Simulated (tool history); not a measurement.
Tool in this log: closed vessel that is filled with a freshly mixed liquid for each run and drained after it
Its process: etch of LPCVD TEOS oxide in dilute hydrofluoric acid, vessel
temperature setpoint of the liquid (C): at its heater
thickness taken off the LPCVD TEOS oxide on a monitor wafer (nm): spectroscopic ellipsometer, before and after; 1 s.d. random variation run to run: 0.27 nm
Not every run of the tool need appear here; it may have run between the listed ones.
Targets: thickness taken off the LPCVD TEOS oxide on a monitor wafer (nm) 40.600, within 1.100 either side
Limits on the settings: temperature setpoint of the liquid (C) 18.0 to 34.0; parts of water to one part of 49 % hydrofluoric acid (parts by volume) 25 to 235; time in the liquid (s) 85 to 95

run  hour  temperature setpoint of the liquid (C)  parts of water to one part of 49 % hydrofluoric acid (parts by volume)  time in the liquid (s)  thickness taken off the LPCVD TEOS oxide on a monitor wafer (nm)
  1   0.0                                    26.0                                                                     130                      85                                                            21.424
  2   6.5                                    26.0                                                                      90                      85                                                            32.862
  3  10.2                                    26.0                                                                      90                      85                                                            32.598
  4  12.4                                    26.0                                                                      65                      85                                                            46.780
  5  19.5                                    25.5                                                                      65                      85                                                            45.676
  6  27.1                                    25.5                                                                     105                      85                                                            26.852
  7  31.3                                    26.5                                                                     105                      85                                                            28.156
  8  38.6                                    27.5                                                                     105                      85                                                            29.075
  9  47.5                                    28.0                                                                     105                      85                                                            29.521
 10  48.7                                    28.5                                                                     105                      85                                                            30.546
 11  57.7                                    29.0                                                                     105                      85                                                            30.555
 12  59.6                                    29.5                                                                     105                      85                                                            30.963
 13  60.9                                    30.0                                                                     105                      85                                                            31.793
 14  68.6                                    30.5                                                                     105                      85                                                            32.465
 15  75.2                                    31.0                                                                     105                      85                                                            32.827
 16  76.4                                    31.5                                                                     105                      85                                                            33.147
 17  78.8                                    32.0                                                                     105                      85                                                            33.912
 18  86.5                                    33.0                                                                     100                      85                                                            37.484

4 next moves are on the table. One of them brings every result within its allowed miss. Which?
  A  94.2                                    34.0                                                                     110                      90                                                                 ?
  B  94.2                                    33.5                                                                      95                      85                                                                 ?
  C  94.2                                    33.5                                                                     115                      85                                                                 ?
  D  94.2                                    32.0                                                                     110                      85                                                                 ?

move  thickness taken off the LPCVD TEOS oxide on a monitor wafer (nm)
   A                                                            37.159
   B                                                            40.837
   C                                                            32.726
   D                                                            32.649
A: misses by more than the last run did
B: in spec on every target
C: misses by more than the last run did
D: misses by more than the last run did
The right move is B.
